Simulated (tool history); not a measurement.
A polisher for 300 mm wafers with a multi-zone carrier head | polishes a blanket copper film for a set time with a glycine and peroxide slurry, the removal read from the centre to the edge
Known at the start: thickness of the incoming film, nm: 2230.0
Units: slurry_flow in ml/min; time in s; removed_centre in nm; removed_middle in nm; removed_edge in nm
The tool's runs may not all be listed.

run,hour,slurry_flow,centre_zone,middle_zone,edge_zone,time,removed_centre,removed_middle,removed_edge
1,0.0,195,1.00,1.00,1.00,46,207.92,208.52,207.31
2,7.7,165,1.00,1.00,1.00,46,202.58,204.41,206.62
3,8.4,165,1.00,1.00,1.00,52,230.46,229.06,231.93
4,17.2,185,1.03,0.98,1.05,52,240.71,229.31,241.29
5,25.5,205,1.06,0.96,1.08,52,252.36,227.98,243.96
6,28.6,215,1.08,0.94,1.11,53,262.23,227.71,253.82
7,33.0,230,1.09,0.93,1.13,53,263.85,228.35,258.33

The next listed run, before its measurement:
8,35.4,275,1.18,0.90,1.17,54,?,?,?

removed_centre: 299.81 nm
removed_middle: 229.43 nm
removed_edge: 270.54 nm
